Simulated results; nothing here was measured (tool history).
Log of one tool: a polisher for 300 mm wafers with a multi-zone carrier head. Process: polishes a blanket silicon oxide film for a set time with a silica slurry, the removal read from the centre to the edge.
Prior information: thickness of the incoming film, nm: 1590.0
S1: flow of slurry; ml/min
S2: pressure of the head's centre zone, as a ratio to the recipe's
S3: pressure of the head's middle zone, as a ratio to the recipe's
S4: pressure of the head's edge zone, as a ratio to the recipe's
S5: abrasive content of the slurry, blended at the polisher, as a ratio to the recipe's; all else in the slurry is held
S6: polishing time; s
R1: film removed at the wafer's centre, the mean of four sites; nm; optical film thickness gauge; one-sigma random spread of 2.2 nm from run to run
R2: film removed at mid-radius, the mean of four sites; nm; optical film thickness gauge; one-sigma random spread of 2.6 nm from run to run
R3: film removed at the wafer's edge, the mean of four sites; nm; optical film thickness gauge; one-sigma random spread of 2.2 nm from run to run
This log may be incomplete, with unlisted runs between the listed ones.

{"run": 1, "hour": 0.0, "S1": 145, "S2": 1.0, "S3": 1.0, "S4": 1.0, "S5": 1.0, "S6": 81, "R1": 231.8, "R2": 233.61, "R3": 241.34}
{"run": 2, "hour": 4.8, "S1": 145, "S2": 1.0, "S3": 1.0, "S4": 1.0, "S5": 1.0, "S6": 62, "R1": 179.21, "R2": 183.5, "R3": 184.34}
{"run": 3, "hour": 9.3, "S1": 145, "S2": 0.97, "S3": 1.0, "S4": 1.0, "S5": 1.0, "S6": 62, "R1": 172.49, "R2": 178.03, "R3": 183.96}
{"run": 4, "hour": 15.0, "S1": 145, "S2": 0.97, "S3": 1.0, "S4": 1.0, "S5": 1.0, "S6": 53, "R1": 147.45, "R2": 154.45, "R3": 156.04}
{"run": 5, "hour": 20.5, "S1": 145, "S2": 0.99, "S3": 0.98, "S4": 1.03, "S5": 1.1, "S6": 57, "R1": 172.42, "R2": 170.33, "R3": 184.64}
{"run": 6, "hour": 24.0, "S1": 150, "S2": 1.01, "S3": 0.99, "S4": 1.06, "S5": 1.2, "S6": 58, "R1": 190.33, "R2": 183.6, "R3": 195.27}
{"run": 7, "hour": 28.4, "S1": 150, "S2": 1.01, "S3": 0.99, "S4": 1.06, "S5": 1.2, "S6": 58, "R1": 186.6, "R2": 185.91, "R3": 196.15}

Run 8 is up next; what results do you expect?
{"run": 8, "hour": 35.1, "S1": 150, "S2": 1.02, "S3": 0.97, "S4": 1.08, "S5": 1.25, "S6": 60, "R1": "?", "R2": "?", "R3": "?"}

Run 8 measured R1 200.27 nm, R2 188.85 nm, R3 210.76 nm.
